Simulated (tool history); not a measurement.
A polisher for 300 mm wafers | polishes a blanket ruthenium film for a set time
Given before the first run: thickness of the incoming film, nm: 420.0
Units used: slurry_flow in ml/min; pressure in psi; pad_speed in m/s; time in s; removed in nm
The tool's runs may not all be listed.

{"run": 1, "hour": 0.0, "slurry_flow": 140, "pressure": 2.5, "pad_speed": 1.06, "time": 111, "removed": 184.23}
{"run": 2, "hour": 8.7, "slurry_flow": 140, "pressure": 2.5, "pad_speed": 1.3, "time": 111, "removed": 230.7}
{"run": 3, "hour": 9.5, "slurry_flow": 140, "pressure": 2.1, "pad_speed": 1.3, "time": 111, "removed": 192.35}
{"run": 4, "hour": 12.1, "slurry_flow": 135, "pressure": 1.9, "pad_speed": 1.28, "time": 111, "removed": 172.3}
{"run": 5, "hour": 15.3, "slurry_flow": 135, "pressure": 1.9, "pad_speed": 1.08, "time": 111, "removed": 143.92}
{"run": 6, "hour": 23.2, "slurry_flow": 130, "pressure": 1.8, "pad_speed": 1.08, "time": 111, "removed": 137.79}
{"run": 7, "hour": 27.2, "slurry_flow": 115, "pressure": 1.1, "pad_speed": 1.06, "time": 111, "removed": 82.124}
{"run": 8, "hour": 33.1, "slurry_flow": 125, "pressure": 1.1, "pad_speed": 1.06, "time": 111, "removed": 83.028}
{"run": 9, "hour": 35.5, "slurry_flow": 130, "pressure": 1.2, "pad_speed": 1.06, "time": 111, "removed": 90.858}
{"run": 10, "hour": 36.2, "slurry_flow": 140, "pressure": 1.2, "pad_speed": 1.06, "time": 111, "removed": 91.11}

Predict the results of run 11:
{"run": 11, "hour": 43.3, "slurry_flow": 140, "pressure": 1.2, "pad_speed": 1.06, "time": 111, "removed": "?"}

Run 11 came out at removed 93.2 nm.

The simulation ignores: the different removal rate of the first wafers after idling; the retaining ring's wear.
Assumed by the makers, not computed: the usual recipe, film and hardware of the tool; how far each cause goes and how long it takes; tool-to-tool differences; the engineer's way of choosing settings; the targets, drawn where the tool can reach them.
